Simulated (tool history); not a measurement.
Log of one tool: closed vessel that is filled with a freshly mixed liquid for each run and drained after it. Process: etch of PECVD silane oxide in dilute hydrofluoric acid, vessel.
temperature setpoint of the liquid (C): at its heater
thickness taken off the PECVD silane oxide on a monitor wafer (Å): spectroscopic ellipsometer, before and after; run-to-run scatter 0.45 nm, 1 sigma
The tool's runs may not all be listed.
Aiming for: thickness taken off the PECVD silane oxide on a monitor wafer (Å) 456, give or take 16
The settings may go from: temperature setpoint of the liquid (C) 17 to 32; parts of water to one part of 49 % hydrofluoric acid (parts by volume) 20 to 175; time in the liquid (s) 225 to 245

| run | hour | temperature setpoint of the liquid (C) | parts of water to one part of 49 % hydrofluoric acid (parts by volume) | time in the liquid (s) | thickness taken off the PECVD silane oxide on a monitor wafer (Å) |
|---|---|---|---|---|---|
| 1 | 0 | 24 | 95 | 225 | 810.62 |
| 2 | 2.1 | 24 | 95 | 225 | 796.12 |
| 3 | 6.8 | 24 | 95 | 245 | 877.1 |
| 4 | 10.2 | 21 | 95 | 245 | 781.87 |
| 5 | 10.8 | 21 | 120 | 245 | 602.15 |
| 6 | 16.3 | 20 | 125 | 245 | 550.3 |
| 7 | 24.7 | 19.5 | 125 | 245 | 541.5 |
| 8 | 26.4 | 19 | 125 | 245 | 526.82 |
| 9 | 28.5 | 19 | 125 | 245 | 533.05 |
| 10 | 36.9 | 18.5 | 125 | 245 | 523.91 |
| 11 | 39.8 | 18 | 125 | 245 | 518.78 |
| 12 | 45.5 | 17.5 | 130 | 245 | 482.03 |

4 next moves are on the table. One of them brings every result within its allowed miss. Which?
| A | 51.2 | 22.5 | 160 | 230 | ? |
| B | 51.2 | 19.5 | 135 | 225 | ? |
| C | 51.2 | 17 | 120 | 240 | ? |
| D | 51.2 | 17.5 | 120 | 240 | ? |

| move | thickness taken off the PECVD silane oxide on a monitor wafer (Å) |
|---|---|
| A | 434.97 |
| B | 460.15 |
| C | 506.1 |
| D | 516.73 |
A: carries the result that was furthest off beyond its target, to the other side
B: in spec on every target
C: further off than the last run
D: further off than the last run
Move B is the one to make.
